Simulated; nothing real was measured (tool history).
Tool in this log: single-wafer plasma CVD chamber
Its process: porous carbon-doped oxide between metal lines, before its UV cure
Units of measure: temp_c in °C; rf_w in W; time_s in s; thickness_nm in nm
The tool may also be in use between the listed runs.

{"run": 1, "day": 0.0, "temp_c": 305, "rf_w": 480, "time_s": 26.0, "thickness_nm": 127.6}
{"run": 2, "day": 0.271, "temp_c": 299, "rf_w": 480, "time_s": 26.0, "thickness_nm": 133.26}
{"run": 3, "day": 0.404, "temp_c": 305, "rf_w": 480, "time_s": 26.0, "thickness_nm": 128.14}
{"run": 4, "day": 0.583, "temp_c": 305, "rf_w": 480, "time_s": 26.0, "thickness_nm": 127.58}
{"run": 5, "day": 0.742, "temp_c": 309, "rf_w": 480, "time_s": 26.0, "thickness_nm": 124.78}
{"run": 6, "day": 1.025, "temp_c": 309, "rf_w": 480, "time_s": 26.0, "thickness_nm": 125.21}
{"run": 7, "day": 1.333, "temp_c": 312, "rf_w": 480, "time_s": 26.0, "thickness_nm": 123.03}
{"run": 8, "day": 1.525, "temp_c": 315, "rf_w": 480, "time_s": 26.0, "thickness_nm": 121.06}
{"run": 9, "day": 1.879, "temp_c": 317, "rf_w": 480, "time_s": 26.0, "thickness_nm": 119.65}

Run 10, settings as shown, results not yet in. Your forecast:
{"run": 10, "day": 1.938, "temp_c": 317, "rf_w": 480, "time_s": 26.0, "thickness_nm": "?"}

Run 10 came out at thickness_nm 118.45 nm.
